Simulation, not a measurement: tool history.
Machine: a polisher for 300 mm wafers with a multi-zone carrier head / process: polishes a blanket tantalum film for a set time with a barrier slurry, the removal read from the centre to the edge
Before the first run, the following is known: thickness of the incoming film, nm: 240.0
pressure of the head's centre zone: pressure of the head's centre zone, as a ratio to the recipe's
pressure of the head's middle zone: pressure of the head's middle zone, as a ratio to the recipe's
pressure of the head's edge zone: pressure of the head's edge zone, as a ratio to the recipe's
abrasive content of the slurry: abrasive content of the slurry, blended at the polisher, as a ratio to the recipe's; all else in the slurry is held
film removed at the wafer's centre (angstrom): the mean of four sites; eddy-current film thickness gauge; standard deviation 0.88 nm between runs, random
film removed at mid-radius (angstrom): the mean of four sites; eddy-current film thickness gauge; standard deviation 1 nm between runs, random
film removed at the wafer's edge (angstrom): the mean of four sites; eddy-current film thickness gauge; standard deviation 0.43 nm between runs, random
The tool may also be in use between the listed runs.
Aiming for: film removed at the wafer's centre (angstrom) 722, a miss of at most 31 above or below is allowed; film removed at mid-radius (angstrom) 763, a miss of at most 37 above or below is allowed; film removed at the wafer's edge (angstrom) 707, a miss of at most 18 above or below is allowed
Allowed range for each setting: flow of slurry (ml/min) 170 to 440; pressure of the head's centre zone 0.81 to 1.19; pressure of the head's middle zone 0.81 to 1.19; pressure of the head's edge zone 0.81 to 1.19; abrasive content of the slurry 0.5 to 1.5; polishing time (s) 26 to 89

| run | hour | flow of slurry (ml/min) | pressure of the head's centre zone | pressure of the head's middle zone | pressure of the head's edge zone | abrasive content of the slurry | polishing time (s) | film removed at the wafer's centre (angstrom) | film removed at mid-radius (angstrom) | film removed at the wafer's edge (angstrom) |
|---|---|---|---|---|---|---|---|---|---|---|
| 1 | 0 | 280 | 1 | 1 | 1 | 1 | 57 | 870.51 | 813.65 | 843.92 |
| 2 | 5.2 | 280 | 1 | 1 | 1 | 0.8 | 57 | 813.28 | 775.77 | 789.43 |
| 3 | 9.1 | 280 | 1 | 1 | 1 | 0.8 | 46 | 646.59 | 632.99 | 639.7 |
| 4 | 13.7 | 290 | 1.01 | 1.05 | 1.03 | 0.85 | 46 | 663.91 | 663.98 | 657.52 |
| 5 | 19.1 | 290 | 1.01 | 1.12 | 1.03 | 0.85 | 46 | 674.4 | 699.65 | 666.92 |
| 6 | 21.4 | 290 | 1.08 | 1.12 | 1.03 | 0.85 | 46 | 724.84 | 706.68 | 665.42 |
| 7 | 29.8 | 295 | 1.07 | 1.14 | 1.05 | 0.9 | 46 | 725.55 | 706.28 | 672.83 |
| 8 | 38.4 | 295 | 1.05 | 1.16 | 1.05 | 0.95 | 46 | 714.94 | 742.3 | 682.82 |

Consider the 5 candidate settings below. Which is the only one whose results all fall within their allowed miss of target?
| A | 47 | 270 | 1.14 | 1.12 | 1.16 | 1.1 | 44 | ? | ? | ? |
| B | 47 | 240 | 1.03 | 1.19 | 0.96 | 1.05 | 46 | ? | ? | ? |
| C | 47 | 225 | 1.07 | 1.14 | 0.94 | 0.7 | 50 | ? | ? | ? |
| D | 47 | 290 | 1.04 | 1.19 | 1.1 | 1.25 | 44 | ? | ? | ? |
| E | 47 | 305 | 1.08 | 1.19 | 0.93 | 0.9 | 46 | ? | ? | ? |

| move | film removed at the wafer's centre (angstrom) | film removed at mid-radius (angstrom) | film removed at the wafer's edge (angstrom) |
|---|---|---|---|
| A | 759.26 | 716.26 | 710.14 |
| B | 712.87 | 773.36 | 662.96 |
| C | 716.05 | 725.48 | 640.45 |
| D | 727.73 | 781.5 | 713.59 |
| E | 730.26 | 759.33 | 638.39 |
A: brings the last run's worst result on target, with another outside its allowed miss
B: moves away from the targets compared with the last run
C: moves away from the targets compared with the last run
D: each result inside its tolerance
E: moves away from the targets compared with the last run
Move D is the one to make.

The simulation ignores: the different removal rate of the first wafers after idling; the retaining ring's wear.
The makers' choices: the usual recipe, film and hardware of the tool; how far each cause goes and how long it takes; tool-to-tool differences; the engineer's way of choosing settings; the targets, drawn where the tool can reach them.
